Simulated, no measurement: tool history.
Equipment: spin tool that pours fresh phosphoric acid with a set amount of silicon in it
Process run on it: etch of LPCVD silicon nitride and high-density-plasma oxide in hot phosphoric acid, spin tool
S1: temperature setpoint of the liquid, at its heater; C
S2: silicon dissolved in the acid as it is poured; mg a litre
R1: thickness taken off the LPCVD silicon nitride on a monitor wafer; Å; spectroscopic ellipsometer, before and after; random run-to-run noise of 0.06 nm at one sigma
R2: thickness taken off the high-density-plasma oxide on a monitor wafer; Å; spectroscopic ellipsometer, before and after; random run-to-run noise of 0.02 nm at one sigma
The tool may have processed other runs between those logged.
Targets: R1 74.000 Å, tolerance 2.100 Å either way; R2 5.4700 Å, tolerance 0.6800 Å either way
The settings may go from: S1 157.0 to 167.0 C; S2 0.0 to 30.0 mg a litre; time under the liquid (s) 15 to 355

Run 1, day 0.000: S1 162.0 C, S2 13.0 mg a litre, time under the liquid (s) 180. Result: R1 153.850 Å, R2 10.1160 Å.
Run 2, day 0.025: S1 161.5 C, S2 11.0 mg a litre, time under the liquid (s) 155. Result: R1 131.190 Å, R2 8.8149 Å.
Run 3, day 0.296: S1 159.5 C, S2 11.0 mg a litre, time under the liquid (s) 155. Result: R1 125.930 Å, R2 7.0656 Å.
Run 4, day 0.408: S1 159.5 C, S2 3.5 mg a litre, time under the liquid (s) 155. Result: R1 125.030 Å, R2 8.4850 Å.
Run 5, day 0.567: S1 161.5 C, S2 3.5 mg a litre, time under the liquid (s) 155. Result: R1 133.480 Å, R2 10.2770 Å.
Run 6, day 0.708: S1 161.5 C, S2 3.5 mg a litre, time under the liquid (s) 210. Result: R1 178.640 Å, R2 13.9790 Å.
Run 7, day 0.804: S1 161.0 C, S2 3.0 mg a litre, time under the liquid (s) 175. Result: R1 148.120 Å, R2 11.4070 Å.
Run 8, day 1.050: S1 161.0 C, S2 3.0 mg a litre, time under the liquid (s) 145. Result: R1 121.900 Å, R2 9.0207 Å.
Run 9, day 1.250: S1 161.0 C, S2 2.5 mg a litre, time under the liquid (s) 125. Result: R1 105.150 Å, R2 7.9243 Å.
Run 10, day 1.392: S1 161.0 C, S2 2.0 mg a litre, time under the liquid (s) 115. Result: R1 96.371 Å, R2 7.6402 Å.
Run 11, day 1.475: S1 158.5 C, S2 0.5 mg a litre, time under the liquid (s) 80. Result: R1 61.949 Å, R2 4.5707 Å.
Run 12, day 1.700: S1 159.0 C, S2 1.5 mg a litre, time under the liquid (s) 80. Result: R1 63.709 Å, R2 4.6003 Å.
Run 13, day 1.842: S1 159.5 C, S2 2.5 mg a litre, time under the liquid (s) 80. Result: R1 64.284 Å, R2 4.7574 Å.
Run 14, day 2.142: S1 160.0 C, S2 3.5 mg a litre, time under the liquid (s) 80. Result: R1 64.080 Å, R2 4.5876 Å.
Run 15, day 2.512: S1 160.5 C, S2 4.0 mg a litre, time under the liquid (s) 80. Result: R1 66.170 Å, R2 4.8398 Å.
Run 16, day 2.875: S1 161.0 C, S2 4.5 mg a litre, time under the liquid (s) 80. Result: R1 68.680 Å, R2 5.2282 Å.
Run 17, day 2.896: S1 161.0 C, S2 5.5 mg a litre, time under the liquid (s) 80. Result: R1 66.458 Å, R2 4.8470 Å.
Run 18, day 3.008: S1 161.5 C, S2 6.0 mg a litre, time under the liquid (s) 80. Result: R1 68.368 Å, R2 5.0071 Å.

Consider the 5 candidate settings below. Which is the only one whose results all fall within their allowed miss of target?
Run A, day 3.121: S1 164.0 C, S2 0.0 mg a litre, time under the liquid (s) 65. Result: R1 ?, R2 ?.
Run B, day 3.121: S1 162.0 C, S2 6.0 mg a litre, time under the liquid (s) 85. Result: R1 ?, R2 ?.
Run C, day 3.121: S1 163.0 C, S2 0.0 mg a litre, time under the liquid (s) 70. Result: R1 ?, R2 ?.
Run D, day 3.121: S1 161.0 C, S2 12.5 mg a litre, time under the liquid (s) 80. Result: R1 ?, R2 ?.
Run E, day 3.121: S1 162.0 C, S2 6.0 mg a litre, time under the liquid (s) 90. Result: R1 ?, R2 ?.

move      R1      R2
   A  60.660  5.4453
   B  74.240  5.4813
   C  63.203  5.4518
   D  67.581  4.1570
   E  78.607  5.8037
A: lands further from the targets than the last run did
B: hits every target within its allowed miss
C: lands further from the targets than the last run did
D: lands further from the targets than the last run did
E: takes the result that was furthest off past its target
So the answer is move B, the one that meets all the targets.
